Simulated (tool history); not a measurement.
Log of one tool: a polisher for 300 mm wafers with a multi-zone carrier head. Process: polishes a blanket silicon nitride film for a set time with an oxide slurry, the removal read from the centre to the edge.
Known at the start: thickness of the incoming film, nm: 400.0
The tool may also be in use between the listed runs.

run	hour	flow of slurry (ml/min)	pressure of the head's centre zone	pressure of the head's middle zone	pressure of the head's edge zone	abrasive content of the slurry	polishing time (s)	film removed at the wafer's centre (nm)	film removed at mid-radius (nm)	film removed at the wafer's edge (nm)
1	0.0	255	1.00	1.00	1.00	1.00	34	14.270	14.721	14.521
2	0.9	255	1.00	1.00	1.00	1.00	41	17.337	17.531	17.371
3	8.8	255	1.00	1.00	0.96	1.00	41	17.386	17.794	17.050
4	14.6	255	1.00	1.00	0.96	0.90	41	16.144	16.561	15.983
5	20.0	290	1.00	1.00	0.96	0.90	41	16.260	16.917	16.112
6	22.1	300	0.95	1.02	0.96	0.80	41	14.374	15.998	14.755
7	28.3	300	0.91	1.05	1.00	0.75	41	13.116	15.427	14.111
8	32.9	300	0.88	1.08	1.03	0.70	41	11.866	14.782	13.861
9	41.4	300	0.88	1.08	1.03	0.70	41	12.006	15.027	13.581
10	42.3	295	0.86	1.09	1.04	0.70	41	11.638	14.892	13.878

The next listed run, before its measurement:
11	46.1	300	0.85	1.10	1.03	0.70	41	?	?	?

film removed at the wafer's centre (nm): 11.497
film removed at mid-radius (nm): 15.042
film removed at the wafer's edge (nm): 13.679
